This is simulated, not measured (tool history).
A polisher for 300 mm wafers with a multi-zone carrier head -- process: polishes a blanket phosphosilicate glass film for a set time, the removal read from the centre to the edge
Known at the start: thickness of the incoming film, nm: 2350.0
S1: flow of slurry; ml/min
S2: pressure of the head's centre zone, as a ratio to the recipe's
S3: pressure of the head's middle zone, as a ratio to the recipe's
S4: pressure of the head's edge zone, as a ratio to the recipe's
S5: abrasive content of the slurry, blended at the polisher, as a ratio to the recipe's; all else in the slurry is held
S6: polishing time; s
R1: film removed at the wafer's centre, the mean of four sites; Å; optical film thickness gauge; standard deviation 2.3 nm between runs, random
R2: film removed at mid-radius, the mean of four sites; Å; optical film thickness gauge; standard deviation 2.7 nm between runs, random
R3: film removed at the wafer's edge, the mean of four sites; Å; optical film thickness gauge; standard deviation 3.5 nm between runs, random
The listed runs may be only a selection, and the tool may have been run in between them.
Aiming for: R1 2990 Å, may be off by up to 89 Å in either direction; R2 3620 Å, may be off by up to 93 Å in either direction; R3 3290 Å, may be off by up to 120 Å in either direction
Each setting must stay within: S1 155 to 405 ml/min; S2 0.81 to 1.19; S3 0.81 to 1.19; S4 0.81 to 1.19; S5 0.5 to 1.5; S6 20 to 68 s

run,hour,S1,S2,S3,S4,S5,S6,R1,R2,R3
1,0,260,1,1,1,1,44,3392.1,3322.5,3577.4
2,1.4,260,1,1,1,1.2,44,3780.4,3694.9,3800.7
3,6.2,260,1,1,1,1.2,49,4201.5,4081.6,4353.6
4,15.1,265,0.97,1.03,0.95,1.1,48,3835.6,3919.5,3950.8
5,22.5,260,0.93,1.04,0.91,1.05,48,3655.4,3800.9,3744.9
6,29.2,260,0.93,0.98,0.91,1.05,48,3566,3678.8,3824.8
7,34.1,250,0.9,1.02,0.89,1,48,3387.9,3619.7,3558.9
8,42.1,250,0.9,1.02,0.89,1,48,3387.4,3618.2,3627.4
9,42.7,235,0.87,1.05,0.88,1,48,3263.4,3745.1,3583.5
10,50.8,230,0.86,1.06,0.86,1,48,3269.8,3736.8,3519.9
11,58.6,200,0.81,1.1,0.83,0.9,48,2753.9,3458.2,3193.7
12,63.1,215,0.82,1.1,0.83,0.9,48,2850.5,3471.5,3230.5
13,65.7,225,0.82,1.11,0.83,0.9,48,2896.3,3586,3179.1
14,74.4,230,0.82,1.11,0.84,0.9,48,2901.3,3592.4,3232.2
15,78,235,0.82,1.11,0.84,0.9,48,2909.9,3591.1,3222.8

Consider the 5 candidate settings below. Which is the only one whose results all fall within their allowed miss of target?
A,81.6,270,0.81,1.17,0.84,1,43,?,?,?
B,81.6,280,0.94,1.16,0.88,0.95,44,?,?,?
C,81.6,220,0.85,1.12,0.87,0.65,67,?,?,?
D,81.6,255,0.89,1.12,0.81,0.8,51,?,?,?
E,81.6,225,0.81,1.1,0.88,0.9,47,?,?,?

move,R1,R2,R3
A,2802.7,3649.8,3115.2
B,3120.3,3589.1,3149.6
C,2926.1,3551.6,3217.8
D,2968.8,3468.7,3029.4
E,2760.6,3425.9,3164.4
A: misses by more than the last run did
B: moves the result that the last run missed by most past its target, out the other side
C: hits every target within its allowed miss
D: corrects the largest miss of the last run, while another result sits out of spec
E: misses by more than the last run did
The right move is C.

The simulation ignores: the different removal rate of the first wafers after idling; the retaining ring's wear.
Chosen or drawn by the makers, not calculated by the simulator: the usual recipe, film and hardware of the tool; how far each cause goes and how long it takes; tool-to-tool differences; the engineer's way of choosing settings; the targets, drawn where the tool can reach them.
